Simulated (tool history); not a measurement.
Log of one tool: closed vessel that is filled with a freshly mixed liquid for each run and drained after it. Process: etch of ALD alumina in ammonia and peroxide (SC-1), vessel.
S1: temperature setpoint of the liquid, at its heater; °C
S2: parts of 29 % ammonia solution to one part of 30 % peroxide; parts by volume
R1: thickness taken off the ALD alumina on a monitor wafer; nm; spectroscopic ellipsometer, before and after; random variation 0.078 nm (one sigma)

run 1 hour=0.0 | S1=53.0 S2=0.80 time_in_the_liquid_(s)=240 | R1=25.993
run 2 hour=2.3 | S1=58.5 S2=0.80 time_in_the_liquid_(s)=240 | R1=34.721
run 3 hour=3.6 | S1=54.5 S2=0.80 time_in_the_liquid_(s)=240 | R1=28.076
run 4 hour=9.8 | S1=59.0 S2=0.80 time_in_the_liquid_(s)=240 | R1=35.683
run 5 hour=13.3 | S1=59.0 S2=0.60 time_in_the_liquid_(s)=240 | R1=34.891
run 6 hour=22.2 | S1=59.0 S2=0.35 time_in_the_liquid_(s)=240 | R1=33.006
run 7 hour=28.4 | S1=54.0 S2=0.35 time_in_the_liquid_(s)=240 | R1=25.489
run 8 hour=29.5 | S1=46.0 S2=0.30 time_in_the_liquid_(s)=240 | R1=16.154

Run 9 comes next. What will it give?
run 9 hour=31.5 | S1=45.0 S2=0.30 time_in_the_liquid_(s)=240 | R1=?

{"run 9": {"R1": 15.049}}
